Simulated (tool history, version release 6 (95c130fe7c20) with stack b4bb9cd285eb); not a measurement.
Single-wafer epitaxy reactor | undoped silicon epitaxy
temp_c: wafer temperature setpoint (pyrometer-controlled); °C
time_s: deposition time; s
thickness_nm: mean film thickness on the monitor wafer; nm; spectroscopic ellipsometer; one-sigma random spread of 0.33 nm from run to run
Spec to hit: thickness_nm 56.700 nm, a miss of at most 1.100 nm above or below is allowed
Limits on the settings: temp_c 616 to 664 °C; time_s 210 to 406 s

| run | hour | temp_c | time_s | thickness_nm |
|---|---|---|---|---|
| 1 | 0.0 | 640 | 308 | 40.132 |
| 2 | 1.0 | 630 | 308 | 33.472 |
| 3 | 9.4 | 638 | 308 | 38.944 |
| 4 | 12.3 | 634 | 308 | 36.148 |
| 5 | 17.6 | 643 | 308 | 43.178 |
| 6 | 26.2 | 646 | 308 | 45.570 |
|  | 31.2 | pyrometer calibrated |
| 7 | 31.2 | 646 | 308 | 43.116 |
| 8 | 35.3 | 650 | 310 | 46.842 |
| 9 | 40.6 | 652 | 310 | 48.831 |

4 candidate next runs follow, results not yet known. Just one meets every target within its allowed miss. Identify it.
| A | 45.9 | 653 | 356 | ? |
| B | 45.9 | 657 | 343 | ? |
| C | 45.9 | 659 | 300 | ? |
| D | 45.9 | 652 | 342 | ? |

| move | thickness_nm |
|---|---|
| A | 56.282 |
| B | 58.519 |
| C | 53.158 |
| D | 53.044 |
A: every result lands within tolerance
B: the result that was furthest off in the last run now lies on the other side of its target
C: better than the last run, though not everything is in spec
D: better than the last run, though not everything is in spec
Move A is the one to make.
